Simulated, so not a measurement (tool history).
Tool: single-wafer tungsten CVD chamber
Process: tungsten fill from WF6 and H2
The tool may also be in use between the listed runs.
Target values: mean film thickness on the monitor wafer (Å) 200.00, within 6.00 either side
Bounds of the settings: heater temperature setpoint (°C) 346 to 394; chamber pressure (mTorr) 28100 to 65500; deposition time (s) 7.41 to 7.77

run    day  heater temperature setpoint (°C)  chamber pressure (mTorr)  deposition time (s)  mean film thickness on the monitor wafer (Å)
  1  0.000                               370                     46800                 7.77                                        142.51
  2  0.267                               375                     47200                 7.77                                        158.08
  3  0.342                               369                     47200                 7.77                                        139.65
  4  0.483                               374                     47600                 7.77                                        154.78
  5  0.583                               378                     48000                 7.77                                        170.70
  6  0.671                               378                     45100                 7.77                                        166.71
  7  0.871                               381                     45300                 7.77                                        176.47
  8  1.192                               383                     45500                 7.77                                        185.92
  9  1.417                               384                     45600                 7.77                                        189.55
 10  1.788                               385                     45700                 7.77                                        191.42

Of the 4 settings listed for the next run, only one would bring every result within its allowed miss of target. Which one?
  A  2.158                               384                     42600                 7.72                                             ?
  B  2.158                               387                     41400                 7.77                                             ?
  C  2.158                               385                     47900                 7.77                                             ?
  D  2.158                               382                     48300                 7.41                                             ?

move  mean film thickness on the monitor wafer (Å)
   A                                        181.61
   B                                        191.56
   C                                        198.41
   D                                        178.49
A: its largest miss is bigger than the last run's
B: about the same distance from the targets as the last run
C: in spec on every target
D: its largest miss is bigger than the last run's
Correct choice: C, which meets every target
